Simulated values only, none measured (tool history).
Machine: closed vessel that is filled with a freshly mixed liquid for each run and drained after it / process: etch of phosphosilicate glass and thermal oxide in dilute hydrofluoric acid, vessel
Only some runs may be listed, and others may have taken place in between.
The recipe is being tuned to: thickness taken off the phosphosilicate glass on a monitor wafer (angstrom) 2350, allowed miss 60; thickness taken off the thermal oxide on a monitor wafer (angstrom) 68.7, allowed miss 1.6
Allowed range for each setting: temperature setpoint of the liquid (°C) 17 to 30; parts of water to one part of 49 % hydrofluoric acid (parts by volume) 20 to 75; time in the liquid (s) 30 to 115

run,hour,temperature setpoint of the liquid (°C),parts of water to one part of 49 % hydrofluoric acid (parts by volume),time in the liquid (s),thickness taken off the phosphosilicate glass on a monitor wafer (angstrom),thickness taken off the thermal oxide on a monitor wafer (angstrom)
1,0,22,45,60,2069.3,61.466
2,4,22.5,45,60,2155,62.958
3,12.7,23.5,45,60,2231.9,65.23
4,17.9,21.5,45,60,2064.9,60.539
5,27.1,21.5,50,60,1838.8,53.499
6,33.2,20,50,60,1720.6,50.643
7,38.2,21,50,60,1793.2,52.555
8,42.9,21.5,50,60,1827.1,54.373
9,44.3,22,50,60,1860.2,54.566
10,48.4,22.5,50,60,1955.3,56.211
11,51.1,23,50,60,1957.4,57.107
12,52.6,23.5,50,60,2034.6,58.485

5 candidate next runs follow, results not yet known. Just one meets every target within its allowed miss. Identify it.
A,54.1,27,60,80,?,?
B,54.1,27.5,45,50,?,?
C,54.1,25,55,70,?,?
D,54.1,20.5,65,100,?,?
E,54.1,28.5,60,70,?,?

move,thickness taken off the phosphosilicate glass on a monitor wafer (angstrom),thickness taken off the thermal oxide on a monitor wafer (angstrom)
A,2556.6,73.871
B,2220.7,64.167
C,2267.2,65.509
D,2247.5,64.941
E,2373.9,68.593
A: carries the result that was furthest off beyond its target, to the other side
B: nearer the targets than the last run, but a result is still out of spec
C: nearer the targets than the last run, but a result is still out of spec
D: nearer the targets than the last run, but a result is still out of spec
E: in spec on every target
E meets every target.

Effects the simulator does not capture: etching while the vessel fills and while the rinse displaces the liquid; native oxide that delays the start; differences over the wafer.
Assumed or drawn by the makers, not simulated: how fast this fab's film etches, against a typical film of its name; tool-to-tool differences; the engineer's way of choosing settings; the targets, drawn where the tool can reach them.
